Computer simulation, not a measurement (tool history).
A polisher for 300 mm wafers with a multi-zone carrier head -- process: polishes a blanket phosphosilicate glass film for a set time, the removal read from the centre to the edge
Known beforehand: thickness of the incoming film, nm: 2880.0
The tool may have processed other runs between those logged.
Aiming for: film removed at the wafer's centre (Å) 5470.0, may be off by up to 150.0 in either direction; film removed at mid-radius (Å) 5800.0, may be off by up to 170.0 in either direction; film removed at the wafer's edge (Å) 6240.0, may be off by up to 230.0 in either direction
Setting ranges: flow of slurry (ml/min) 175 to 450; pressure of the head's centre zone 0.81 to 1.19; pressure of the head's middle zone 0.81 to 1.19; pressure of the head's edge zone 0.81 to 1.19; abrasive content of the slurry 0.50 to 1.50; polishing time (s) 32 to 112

| run | day | flow of slurry (ml/min) | pressure of the head's centre zone | pressure of the head's middle zone | pressure of the head's edge zone | abrasive content of the slurry | polishing time (s) | film removed at the wafer's centre (Å) | film removed at mid-radius (Å) | film removed at the wafer's edge (Å) |
|---|---|---|---|---|---|---|---|---|---|---|
| 1 | 0.000 | 290 | 1.00 | 1.00 | 1.00 | 1.00 | 72 | 7059.0 | 7177.8 | 7057.6 |
| 2 | 0.346 | 285 | 0.97 | 0.97 | 0.98 | 1.00 | 72 | 6785.7 | 7104.1 | 6986.9 |
| 3 | 0.392 | 285 | 0.97 | 0.97 | 0.91 | 1.00 | 72 | 6793.1 | 6972.3 | 6808.0 |
| 4 | 0.525 | 285 | 0.97 | 0.97 | 0.91 | 1.00 | 84 | 7954.4 | 8187.0 | 7962.4 |
| 5 | 0.600 | 285 | 0.97 | 0.97 | 0.82 | 1.00 | 84 | 7934.2 | 8288.8 | 7656.5 |
| 6 | 0.704 | 280 | 0.95 | 0.94 | 0.82 | 0.90 | 84 | 7379.8 | 7570.3 | 7135.1 |
| 7 | 0.846 | 270 | 0.92 | 0.92 | 0.84 | 0.85 | 84 | 6907.2 | 7265.3 | 6968.0 |
| 8 | 1.196 | 230 | 0.83 | 0.82 | 0.93 | 0.60 | 83 | 4910.6 | 5160.8 | 5783.5 |
| 9 | 1.300 | 250 | 0.84 | 0.83 | 0.93 | 0.60 | 83 | 5011.7 | 5265.8 | 5843.5 |

Pick the move, out of 5, that brings all results within their allowed miss; only one does.
| A | 1.404 | 265 | 0.81 | 0.88 | 0.97 | 0.75 | 71 | ? | ? | ? |
| B | 1.404 | 280 | 1.00 | 1.01 | 0.81 | 0.60 | 77 | ? | ? | ? |
| C | 1.404 | 195 | 0.90 | 0.91 | 0.98 | 0.60 | 89 | ? | ? | ? |
| D | 1.404 | 240 | 0.89 | 0.81 | 0.90 | 0.55 | 96 | ? | ? | ? |
| E | 1.404 | 195 | 0.81 | 0.88 | 0.93 | 0.60 | 96 | ? | ? | ? |

| move | film removed at the wafer's centre (Å) | film removed at mid-radius (Å) | film removed at the wafer's edge (Å) |
|---|---|---|---|
| A | 4744.2 | 5382.1 | 5902.1 |
| B | 5603.6 | 5753.7 | 5171.6 |
| C | 5490.4 | 5785.3 | 6272.7 |
| D | 5731.5 | 5533.0 | 6301.7 |
| E | 5323.8 | 6072.6 | 6605.4 |
A: the biggest miss grows against the last run
B: corrects the largest miss of the last run, while another result sits out of spec
C: all results land within tolerance of their targets
D: closes in on the targets versus the last run, not all within tolerance yet
E: carries the result that was furthest off beyond its target, to the other side
Answer: C
